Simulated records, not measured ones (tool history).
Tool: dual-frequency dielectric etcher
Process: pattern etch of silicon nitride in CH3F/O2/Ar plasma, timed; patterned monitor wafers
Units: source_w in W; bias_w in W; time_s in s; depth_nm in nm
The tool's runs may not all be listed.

Run 1, hour 0.0: source_w 290 W, bias_w 97 W, time_s 25.5 s. Result: depth_nm 18.352 nm.
Run 2, hour 5.4: source_w 290 W, bias_w 97 W, time_s 25.5 s. Result: depth_nm 18.542 nm.
Run 3, hour 7.6: source_w 250 W, bias_w 97 W, time_s 25.5 s. Result: depth_nm 17.470 nm.
Run 4, hour 8.8: source_w 250 W, bias_w 109 W, time_s 25.5 s. Result: depth_nm 18.400 nm.
Run 5, hour 16.0: source_w 280 W, bias_w 110 W, time_s 25.5 s. Result: depth_nm 19.047 nm.
Run 6, hour 17.5: source_w 280 W, bias_w 121 W, time_s 25.5 s. Result: depth_nm 19.748 nm.
Run 7, hour 22.6: source_w 290 W, bias_w 122 W, time_s 25.5 s. Result: depth_nm 20.224 nm.
Run 8, hour 26.8: source_w 300 W, bias_w 122 W, time_s 25.5 s. Result: depth_nm 20.310 nm.
Run 9, hour 27.4: source_w 310 W, bias_w 122 W, time_s 25.5 s. Result: depth_nm 20.563 nm.

Run 10 comes next. What will it give?
Run 10, hour 30.7: source_w 310 W, bias_w 122 W, time_s 25.5 s. Result: depth_nm ?.

depth_nm: 20.570 nm
